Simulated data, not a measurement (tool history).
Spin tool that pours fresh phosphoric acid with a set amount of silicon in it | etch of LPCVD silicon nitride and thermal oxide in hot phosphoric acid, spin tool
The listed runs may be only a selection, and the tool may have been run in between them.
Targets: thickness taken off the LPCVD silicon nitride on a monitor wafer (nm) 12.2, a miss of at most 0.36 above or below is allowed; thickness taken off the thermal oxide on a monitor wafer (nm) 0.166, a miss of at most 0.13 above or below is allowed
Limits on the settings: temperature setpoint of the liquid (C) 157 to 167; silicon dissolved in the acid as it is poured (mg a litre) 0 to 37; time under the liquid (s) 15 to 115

run    day  temperature setpoint of the liquid (C)  silicon dissolved in the acid as it is poured (mg a litre)  time under the liquid (s)  thickness taken off the LPCVD silicon nitride on a monitor wafer (nm)  thickness taken off the thermal oxide on a monitor wafer (nm)
  1      0                                     162                                                          16                         60                                                                 6.8567                                                       0.086892
  2  0.296                                     163                                                        16.5                         70                                                                 8.3342                                                         0.1174
  3  0.458                                     164                                                        16.5                         70                                                                  8.599                                                        0.22278
  4  0.671                                     164                                                        16.5                         85                                                                 10.412                                                        0.18901
  5   0.85                                     164                                                        17.5                         90                                                                 10.962                                                        0.16095
  6  0.875                                     164                                                          18                         95                                                                 11.547                                                        0.19645
  7  1.112                                     164                                                          18                         95                                                                 11.628                                                         0.2712
  8  1.158                                   163.5                                                        13.5                         95                                                                  11.38                                                         0.2908
  9  1.404                                     164                                                        16.5                         95                                                                 11.422                                                        0.20064
 10  1.504                                   164.5                                                        18.5                         95                                                                 11.675                                                        0.30562
 11  1.583                                   164.5                                                        18.5                         95                                                                  11.62                                                        0.18908

4 next moves are on the table. One of them brings every result within its allowed miss. Which?
  A  1.662                                     164                                                          26                         95                                                                      ?                                                              ?
  B  1.662                                   162.5                                                          19                        105                                                                      ?                                                              ?
  C  1.662                                   165.5                                                        14.5                         90                                                                      ?                                                              ?
  D  1.662                                     163                                                          30                         90                                                                      ?                                                              ?

move  thickness taken off the LPCVD silicon nitride on a monitor wafer (nm)  thickness taken off the thermal oxide on a monitor wafer (nm)
   A                                                                 11.662                                                        0.18196
   B                                                                 12.265                                                        0.22376
   C                                                                 11.606                                                        0.26839
   D                                                                 10.689                                                        0.13815
A: moves toward the targets from the last run without getting all of them in spec
B: every result lands within tolerance
C: roughly where the last run was
D: its largest miss is bigger than the last run's
Answer: B
